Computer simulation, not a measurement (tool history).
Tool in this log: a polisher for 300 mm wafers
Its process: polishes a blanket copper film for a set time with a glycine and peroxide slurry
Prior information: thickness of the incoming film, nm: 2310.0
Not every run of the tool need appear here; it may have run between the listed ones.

| run | hour | flow of slurry (ml/min) | pressure of the wafer on the pad (kPa) | speed of the pad under the wafer (m/s) | polishing time (s) | film removed (angstrom) |
|---|---|---|---|---|---|---|
| 1 | 0.0 | 155 | 21.4 | 1.18 | 109 | 7100.7 |
| 2 | 4.4 | 155 | 21.4 | 1.18 | 109 | 7055.6 |
| 3 | 10.7 | 155 | 21.4 | 1.18 | 114 | 7376.7 |
| 4 | 16.7 | 155 | 21.4 | 1.18 | 114 | 7487.2 |
| 5 | 19.8 | 185 | 21.4 | 1.18 | 114 | 7662.2 |
| 6 | 24.0 | 185 | 21.4 | 0.90 | 114 | 6258.4 |
| 7 | 31.1 | 180 | 21.4 | 0.90 | 114 | 6164.2 |

What will run 8 give?
|  | 35.6 | head pressure recalibrated |
| 8 | 35.6 | 180 | 21.4 | 0.90 | 114 | ? |

{"run 8": {"film removed (angstrom)": 6522.3}}
